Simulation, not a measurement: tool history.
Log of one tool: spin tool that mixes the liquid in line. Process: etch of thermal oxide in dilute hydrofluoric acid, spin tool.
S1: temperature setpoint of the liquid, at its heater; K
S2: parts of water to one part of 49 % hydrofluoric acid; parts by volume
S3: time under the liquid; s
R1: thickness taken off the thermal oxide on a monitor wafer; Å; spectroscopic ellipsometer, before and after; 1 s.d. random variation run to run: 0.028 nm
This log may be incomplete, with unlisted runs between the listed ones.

run 1 hour=0.0 | S1=293.15 S2=90 S3=260 | R1=113.650
run 2 hour=6.6 | S1=292.15 S2=95 S3=260 | R1=102.030
run 3 hour=7.8 | S1=292.15 S2=70 S3=260 | R1=142.970
run 4 hour=10.4 | S1=294.15 S2=70 S3=260 | R1=154.680
run 5 hour=17.0 | S1=294.15 S2=85 S3=260 | R1=124.720
run 6 hour=19.7 | S1=294.15 S2=85 S3=260 | R1=125.120
run 7 hour=24.2 | S1=293.15 S2=90 S3=260 | R1=112.650
run 8 hour=28.9 | S1=292.15 S2=95 S3=260 | R1=102.110
run 9 hour=29.6 | S1=291.65 S2=100 S3=260 | R1=94.133

The next listed run, before its measurement:
run 10 hour=36.6 | S1=291.15 S2=105 S3=260 | R1=?

R1: 87.337 Å
